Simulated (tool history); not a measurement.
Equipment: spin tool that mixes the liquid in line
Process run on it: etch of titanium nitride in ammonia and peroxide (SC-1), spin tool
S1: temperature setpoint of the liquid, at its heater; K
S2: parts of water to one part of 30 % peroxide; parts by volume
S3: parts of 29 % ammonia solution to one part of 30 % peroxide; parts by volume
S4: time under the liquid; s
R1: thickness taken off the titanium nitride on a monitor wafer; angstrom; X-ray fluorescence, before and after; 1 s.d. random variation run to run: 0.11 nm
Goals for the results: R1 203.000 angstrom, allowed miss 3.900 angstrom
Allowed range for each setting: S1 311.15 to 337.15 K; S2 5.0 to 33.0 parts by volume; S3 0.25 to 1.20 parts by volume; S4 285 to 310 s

{"run": 1, "hour": 0.0, "S1": 321.15, "S2": 18.5, "S3": 0.95, "S4": 285, "R1": 116.36}
{"run": 2, "hour": 1.5, "S1": 321.15, "S2": 18.5, "S3": 0.85, "S4": 285, "R1": 113.66}
{"run": 3, "hour": 3.2, "S1": 322.15, "S2": 18.5, "S3": 0.85, "S4": 285, "R1": 122.48}
{"run": 4, "hour": 4.1, "S1": 315.65, "S2": 18.5, "S3": 0.85, "S4": 285, "R1": 76.45}
{"run": 5, "hour": 11.2, "S1": 311.15, "S2": 18.5, "S3": 0.85, "S4": 285, "R1": 55.174}
{"run": 6, "hour": 16.9, "S1": 313.65, "S2": 18.5, "S3": 0.85, "S4": 285, "R1": 65.523}
{"run": 7, "hour": 22.2, "S1": 315.65, "S2": 18.5, "S3": 0.85, "S4": 285, "R1": 76.31}
{"run": 8, "hour": 22.9, "S1": 317.65, "S2": 18.5, "S3": 0.85, "S4": 285, "R1": 89.123}
{"run": 9, "hour": 25.2, "S1": 319.15, "S2": 18.5, "S3": 0.85, "S4": 285, "R1": 97.784}
{"run": 10, "hour": 30.4, "S1": 320.65, "S2": 18.5, "S3": 0.85, "S4": 285, "R1": 108.78}
{"run": 11, "hour": 33.1, "S1": 321.65, "S2": 18.5, "S3": 0.85, "S4": 285, "R1": 117.33}
{"run": 12, "hour": 40.3, "S1": 322.65, "S2": 18.5, "S3": 0.85, "S4": 285, "R1": 125.91}
{"run": 13, "hour": 49.1, "S1": 323.65, "S2": 18.5, "S3": 0.85, "S4": 285, "R1": 136.39}

Exactly one of the 5 candidate moves below puts every result within its allowed miss. Which one?
{"run": "A", "hour": 57.9, "S1": 328.65, "S2": 23.0, "S3": 1.05, "S4": 310, "R1": "?"}
{"run": "B", "hour": 57.9, "S1": 328.15, "S2": 17.0, "S3": 0.9, "S4": 310, "R1": "?"}
{"run": "C", "hour": 57.9, "S1": 329.15, "S2": 19.0, "S3": 0.75, "S4": 295, "R1": "?"}
{"run": "D", "hour": 57.9, "S1": 328.65, "S2": 18.5, "S3": 0.75, "S4": 310, "R1": "?"}
{"run": "E", "hour": 57.9, "S1": 328.65, "S2": 23.0, "S3": 1.2, "S4": 310, "R1": "?"}

move=A R1=189.450
move=B R1=210.310
move=C R1=195.170
move=D R1=201.240
move=E R1=193.880
A: nearer the targets than the last run, but a result is still out of spec
B: moves the result that the last run missed by most past its target, out the other side
C: nearer the targets than the last run, but a result is still out of spec
D: meets every target
E: nearer the targets than the last run, but a result is still out of spec
Go with D: it meets all targets.
